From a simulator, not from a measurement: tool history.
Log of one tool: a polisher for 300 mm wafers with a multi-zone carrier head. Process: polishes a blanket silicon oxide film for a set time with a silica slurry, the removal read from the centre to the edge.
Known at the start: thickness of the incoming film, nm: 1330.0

run	hour	flow of slurry (ml/min)	pressure of the head's centre zone	pressure of the head's middle zone	pressure of the head's edge zone	abrasive content of the slurry	polishing time (s)	film removed at the wafer's centre (Å)	film removed at mid-radius (Å)	film removed at the wafer's edge (Å)
1	0.0	125	1.00	1.00	1.00	1.00	69	2420.5	2469.0	2373.2
2	2.5	125	0.93	1.00	1.00	1.00	69	2187.9	2416.0	2420.4
3	6.2	135	0.96	1.02	1.00	1.00	69	2314.4	2513.1	2378.2
4	14.6	135	0.96	1.02	1.00	1.10	69	2529.5	2685.6	2503.2
5	17.9	145	0.97	1.02	1.00	1.10	69	2535.2	2725.8	2566.2
6	22.5	145	0.97	1.02	1.00	0.95	69	2278.3	2503.5	2347.2
7	28.7	150	1.00	1.03	1.02	1.00	69	2509.0	2649.4	2510.8
8	32.3	155	1.03	1.04	1.01	1.00	69	2579.2	2635.4	2487.1

Forecast run 9:
9	36.6	160	1.05	1.07	1.00	1.00	69	?	?	?

Run 9 gave film removed at the wafer's centre (Å) 2722.2, film removed at mid-radius (Å) 2753.9, film removed at the wafer's edge (Å) 2460.1.

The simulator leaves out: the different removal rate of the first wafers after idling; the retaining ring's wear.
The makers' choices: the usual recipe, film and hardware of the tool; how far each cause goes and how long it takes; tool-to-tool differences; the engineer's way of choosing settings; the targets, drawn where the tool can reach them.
